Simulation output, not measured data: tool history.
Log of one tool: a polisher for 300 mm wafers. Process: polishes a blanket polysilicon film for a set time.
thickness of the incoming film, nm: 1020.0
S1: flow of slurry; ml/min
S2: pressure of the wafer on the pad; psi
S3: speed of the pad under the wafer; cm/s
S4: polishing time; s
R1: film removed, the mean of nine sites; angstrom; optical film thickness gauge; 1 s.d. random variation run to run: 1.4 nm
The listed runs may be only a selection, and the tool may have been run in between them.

{"run": 1, "hour": 0.0, "S1": 260, "S2": 3.2, "S3": 80, "S4": 31, "R1": 2523.3}
{"run": 2, "hour": 2.8, "S1": 260, "S2": 3.1, "S3": 80, "S4": 31, "R1": 2456.2}
{"run": 3, "hour": 10.8, "S1": 260, "S2": 3.0, "S3": 80, "S4": 31, "R1": 2377.2}
{"run": 4, "hour": 14.5, "S1": 310, "S2": 3.0, "S3": 80, "S4": 31, "R1": 2390.4}
{"run": 5, "hour": 16.1, "S1": 345, "S2": 3.0, "S3": 80, "S4": 31, "R1": 2410.6}
{"run": 6, "hour": 23.2, "S1": 305, "S2": 3.0, "S3": 80, "S4": 31, "R1": 2397.9}
{"run": 7, "hour": 25.9, "S1": 305, "S2": 2.9, "S3": 80, "S4": 31, "R1": 2328.6}
{"run": 8, "hour": 31.8, "S1": 305, "S2": 2.7, "S3": 80, "S4": 31, "R1": 2144.5}

The next listed run, before its measurement:
{"run": 9, "hour": 38.0, "S1": 295, "S2": 2.7, "S3": 80, "S4": 31, "R1": "?"}

Run 9 measured R1 2148.9 angstrom.

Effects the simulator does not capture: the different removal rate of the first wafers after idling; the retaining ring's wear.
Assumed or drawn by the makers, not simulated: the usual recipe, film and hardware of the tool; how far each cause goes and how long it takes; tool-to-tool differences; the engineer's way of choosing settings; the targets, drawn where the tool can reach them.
